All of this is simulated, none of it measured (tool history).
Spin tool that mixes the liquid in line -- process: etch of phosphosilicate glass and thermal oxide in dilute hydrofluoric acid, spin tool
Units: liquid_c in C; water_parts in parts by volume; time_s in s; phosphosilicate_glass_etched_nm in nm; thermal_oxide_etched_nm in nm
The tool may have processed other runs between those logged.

| run | hour | liquid_c | water_parts | time_s | phosphosilicate_glass_etched_nm | thermal_oxide_etched_nm |
|---|---|---|---|---|---|---|
| 1 | 0 | 21 | 260 | 60 | 15.397 | 0.8583 |
| 2 | 1.9 | 22 | 260 | 60 | 15.944 | 0.92419 |
| 3 | 3.6 | 22 | 180 | 60 | 24.764 | 1.4904 |
| 4 | 12.5 | 21 | 195 | 60 | 21.671 | 1.3109 |
| 5 | 20.5 | 20 | 205 | 60 | 19.72 | 1.2167 |
| 6 | 22 | 19.5 | 215 | 60 | 18.277 | 1.2193 |

Run 7, settings as shown, results not yet in. Your forecast:
| 7 | 22.8 | 19.5 | 225 | 60 | ? | ? |

phosphosilicate_glass_etched_nm: 17.27 nm
thermal_oxide_etched_nm: 1.0424 nm

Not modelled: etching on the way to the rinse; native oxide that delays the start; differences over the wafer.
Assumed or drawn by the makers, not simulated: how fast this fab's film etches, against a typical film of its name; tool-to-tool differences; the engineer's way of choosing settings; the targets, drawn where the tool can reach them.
